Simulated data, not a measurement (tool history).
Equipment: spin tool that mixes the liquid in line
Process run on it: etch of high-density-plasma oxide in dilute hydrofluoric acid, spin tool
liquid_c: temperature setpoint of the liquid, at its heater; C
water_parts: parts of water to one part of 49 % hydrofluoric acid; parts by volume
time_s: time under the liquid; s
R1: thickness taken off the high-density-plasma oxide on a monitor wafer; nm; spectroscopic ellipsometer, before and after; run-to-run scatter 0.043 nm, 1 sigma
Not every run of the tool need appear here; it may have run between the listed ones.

{"run": 1, "hour": 0.0, "liquid_c": 26.0, "water_parts": 55, "time_s": 85, "R1": 12.49}
{"run": 2, "hour": 1.1, "liquid_c": 25.5, "water_parts": 55, "time_s": 85, "R1": 12.24}
{"run": 3, "hour": 9.8, "liquid_c": 25.0, "water_parts": 55, "time_s": 85, "R1": 12.0}
{"run": 4, "hour": 13.7, "liquid_c": 25.0, "water_parts": 55, "time_s": 90, "R1": 12.699}
{"run": 5, "hour": 22.2, "liquid_c": 25.0, "water_parts": 35, "time_s": 90, "R1": 20.395}
{"run": 6, "hour": 30.4, "liquid_c": 25.0, "water_parts": 35, "time_s": 85, "R1": 19.388}
{"run": 7, "hour": 36.3, "liquid_c": 24.0, "water_parts": 35, "time_s": 85, "R1": 18.548}
{"run": 8, "hour": 40.1, "liquid_c": 23.0, "water_parts": 35, "time_s": 85, "R1": 17.755}
{"run": 9, "hour": 42.3, "liquid_c": 19.0, "water_parts": 55, "time_s": 85, "R1": 9.3609}
{"run": 10, "hour": 47.1, "liquid_c": 19.5, "water_parts": 55, "time_s": 85, "R1": 9.5837}
{"run": 11, "hour": 52.4, "liquid_c": 20.0, "water_parts": 55, "time_s": 85, "R1": 9.6923}
{"run": 12, "hour": 61.1, "liquid_c": 20.5, "water_parts": 55, "time_s": 85, "R1": 9.9}

Expected results for the next run?
{"run": 13, "hour": 66.0, "liquid_c": 21.0, "water_parts": 55, "time_s": 85, "R1": "?"}

{"run 13": {"R1": 10.177}}
